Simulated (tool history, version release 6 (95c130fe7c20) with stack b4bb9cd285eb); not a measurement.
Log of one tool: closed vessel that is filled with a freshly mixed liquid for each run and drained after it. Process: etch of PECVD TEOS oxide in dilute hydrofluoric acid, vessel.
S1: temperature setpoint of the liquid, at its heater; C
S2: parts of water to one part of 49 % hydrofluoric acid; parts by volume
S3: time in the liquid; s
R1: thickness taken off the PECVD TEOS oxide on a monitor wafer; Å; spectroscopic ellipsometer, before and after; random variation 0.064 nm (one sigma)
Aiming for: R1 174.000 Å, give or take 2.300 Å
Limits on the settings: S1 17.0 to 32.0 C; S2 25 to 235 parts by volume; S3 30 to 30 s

run,hour,S1,S2,S3,R1
1,0.0,24.0,130,30,56.518
2,4.1,26.5,100,30,84.445
3,11.6,26.5,120,30,68.896
4,18.1,24.0,120,30,62.395
5,22.8,24.0,120,30,62.855
6,29.3,24.0,120,30,62.459
7,33.9,26.5,95,30,89.883
8,38.3,28.0,80,30,116.010
9,45.4,32.0,60,30,184.730
10,53.5,31.5,60,30,181.620

5 next moves are on the table. One of them brings every result within its allowed miss. Which?
A,61.6,32.0,60,30,?
B,61.6,30.5,60,30,?
C,61.6,28.0,50,30,?
D,61.6,29.5,55,30,?
E,61.6,30.0,55,30,?

move,R1
A,185.400
B,175.010
C,193.230
D,185.020
E,188.680
A: further off than the last run
B: each result inside its tolerance
C: further off than the last run
D: further off than the last run
E: further off than the last run
Go with B: it meets all targets.
